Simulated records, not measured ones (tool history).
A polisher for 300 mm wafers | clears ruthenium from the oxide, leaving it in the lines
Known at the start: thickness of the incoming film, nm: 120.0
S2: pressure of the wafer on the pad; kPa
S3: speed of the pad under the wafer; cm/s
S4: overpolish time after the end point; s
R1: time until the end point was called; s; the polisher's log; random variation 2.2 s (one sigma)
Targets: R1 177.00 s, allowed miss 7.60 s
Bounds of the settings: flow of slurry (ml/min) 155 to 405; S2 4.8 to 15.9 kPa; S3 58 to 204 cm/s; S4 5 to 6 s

{"run": 1, "day": 0.0, "flow of slurry (ml/min)": 260, "S2": 10.3, "S3": 130, "S4": 6, "R1": 104.03}
{"run": 2, "day": 0.192, "flow of slurry (ml/min)": 260, "S2": 9.7, "S3": 130, "S4": 6, "R1": 109.57}
{"run": 3, "day": 0.533, "flow of slurry (ml/min)": 260, "S2": 9.7, "S3": 110, "S4": 6, "R1": 130.11}
{"run": 4, "day": 0.588, "flow of slurry (ml/min)": 290, "S2": 9.7, "S3": 110, "S4": 6, "R1": 129.59}
{"run": 5, "day": 0.712, "flow of slurry (ml/min)": 290, "S2": 9.7, "S3": 110, "S4": 6, "R1": 127.24}
{"run": 6, "day": 0.921, "flow of slurry (ml/min)": 290, "S2": 9.0, "S3": 110, "S4": 6, "R1": 139.61}
{"run": 7, "day": 1.262, "flow of slurry (ml/min)": 290, "S2": 7.6, "S3": 108, "S4": 6, "R1": 159.66}
{"run": 8, "day": 1.575, "flow of slurry (ml/min)": 290, "S2": 6.2, "S3": 106, "S4": 6, "R1": 194.03}
{"run": 9, "day": 1.704, "flow of slurry (ml/min)": 290, "S2": 6.2, "S3": 106, "S4": 6, "R1": 194.51}
{"run": 10, "day": 1.925, "flow of slurry (ml/min)": 290, "S2": 6.2, "S3": 106, "S4": 6, "R1": 191.9}

4 next moves are on the table. One of them brings every result within its allowed miss. Which?
{"run": "A", "day": 2.146, "flow of slurry (ml/min)": 275, "S2": 6.9, "S3": 90, "S4": 5, "R1": "?"}
{"run": "B", "day": 2.146, "flow of slurry (ml/min)": 290, "S2": 6.9, "S3": 98, "S4": 5, "R1": "?"}
{"run": "C", "day": 2.146, "flow of slurry (ml/min)": 255, "S2": 5.5, "S3": 128, "S4": 6, "R1": "?"}
{"run": "D", "day": 2.146, "flow of slurry (ml/min)": 285, "S2": 6.9, "S3": 120, "S4": 6, "R1": "?"}

move=A R1=210.45
move=B R1=192.95
move=C R1=181.20
move=D R1=158.98
A: further off than the last run
B: further off than the last run
C: meets every target
D: takes the result that was furthest off past its target
Move C is the one to make.

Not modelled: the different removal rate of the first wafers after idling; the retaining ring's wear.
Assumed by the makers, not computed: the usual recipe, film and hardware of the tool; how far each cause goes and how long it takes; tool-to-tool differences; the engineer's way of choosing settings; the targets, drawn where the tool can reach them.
